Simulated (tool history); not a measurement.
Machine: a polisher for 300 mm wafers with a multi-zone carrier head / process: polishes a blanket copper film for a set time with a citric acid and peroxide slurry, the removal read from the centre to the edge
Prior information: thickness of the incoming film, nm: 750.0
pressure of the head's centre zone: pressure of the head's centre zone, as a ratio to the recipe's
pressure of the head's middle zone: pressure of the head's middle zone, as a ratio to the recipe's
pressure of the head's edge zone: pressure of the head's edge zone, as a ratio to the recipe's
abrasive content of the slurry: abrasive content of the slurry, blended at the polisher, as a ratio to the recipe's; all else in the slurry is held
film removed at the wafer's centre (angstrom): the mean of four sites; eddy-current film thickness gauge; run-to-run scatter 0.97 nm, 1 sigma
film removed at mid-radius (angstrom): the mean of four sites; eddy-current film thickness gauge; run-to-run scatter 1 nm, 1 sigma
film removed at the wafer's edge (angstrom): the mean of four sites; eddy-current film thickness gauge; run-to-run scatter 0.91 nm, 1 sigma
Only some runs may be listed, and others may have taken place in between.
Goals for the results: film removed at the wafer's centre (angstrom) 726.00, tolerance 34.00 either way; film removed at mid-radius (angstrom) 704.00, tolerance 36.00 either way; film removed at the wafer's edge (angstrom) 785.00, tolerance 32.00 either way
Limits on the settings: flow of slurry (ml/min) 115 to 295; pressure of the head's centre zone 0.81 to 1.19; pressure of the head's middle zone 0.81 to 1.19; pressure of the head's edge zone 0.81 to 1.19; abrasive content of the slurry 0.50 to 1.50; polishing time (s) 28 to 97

run	day	flow of slurry (ml/min)	pressure of the head's centre zone	pressure of the head's middle zone	pressure of the head's edge zone	abrasive content of the slurry	polishing time (s)	film removed at the wafer's centre (angstrom)	film removed at mid-radius (angstrom)	film removed at the wafer's edge (angstrom)
1	0.000	190	1.00	1.00	1.00	1.00	62	1090.90	1059.40	1070.60
2	0.129	185	0.99	0.98	0.99	0.95	61	1026.50	1007.10	1035.00
3	0.279	185	0.99	0.93	0.99	0.95	61	1057.80	933.76	1020.00
4	0.383	185	0.99	1.01	0.99	0.95	61	1032.30	1012.10	1044.90
5	0.471	185	0.98	1.01	0.98	0.90	60	999.71	985.84	998.80
6	0.704	185	0.98	1.01	0.98	1.05	60	1010.00	1047.50	1051.80
7	1.012	185	0.96	1.00	0.97	1.00	59	971.86	1011.00	1007.10
8	1.150	180	0.95	0.99	0.97	0.95	59	961.63	986.91	988.21
9	1.321	175	0.94	0.98	0.98	0.90	58	921.67	913.86	955.80
10	1.412	170	0.93	0.97	0.98	0.85	58	894.39	887.53	953.01
11	1.533	170	0.92	0.96	0.97	0.80	58	884.62	882.74	912.29
12	1.750	165	0.91	0.95	0.97	0.75	58	850.68	839.88	897.70
13	2.104	165	0.90	0.94	0.96	0.75	58	843.52	839.83	879.45
14	2.229	145	0.84	0.84	0.96	0.50	56	655.43	637.54	755.11
15	2.379	150	0.84	0.85	0.96	0.50	56	654.70	653.45	743.36
16	2.633	155	0.85	0.85	0.96	0.50	56	665.50	638.07	750.75
17	3.000	175	0.89	0.94	0.96	0.60	57	777.02	746.56	834.05
18	3.146	175	0.89	0.93	0.96	0.60	57	764.97	766.61	829.91
19	3.500	175	0.89	0.92	0.96	0.60	57	749.10	765.19	814.12
20	3.600	175	0.89	0.91	0.96	0.60	57	776.35	752.47	852.01
21	3.708	170	0.89	0.91	0.96	0.60	57	764.77	744.75	834.38

4 candidate next runs follow, results not yet known. Just one meets every target within its allowed miss. Identify it.
A	3.817	170	0.87	0.88	0.90	0.55	57	?	?	?
B	3.817	215	0.81	0.81	0.97	0.65	56	?	?	?
C	3.817	150	0.81	0.81	1.14	0.50	64	?	?	?
D	3.817	190	0.81	1.03	0.95	0.65	57	?	?	?

move	film removed at the wafer's centre (angstrom)	film removed at mid-radius (angstrom)	film removed at the wafer's edge (angstrom)
A	707.87	693.60	780.30
B	726.90	699.37	854.94
C	707.17	685.82	903.11
D	725.26	852.81	849.45
A: all results land within tolerance of their targets
B: misses by more than the last run did
C: misses by more than the last run did
D: misses by more than the last run did
A meets every target.
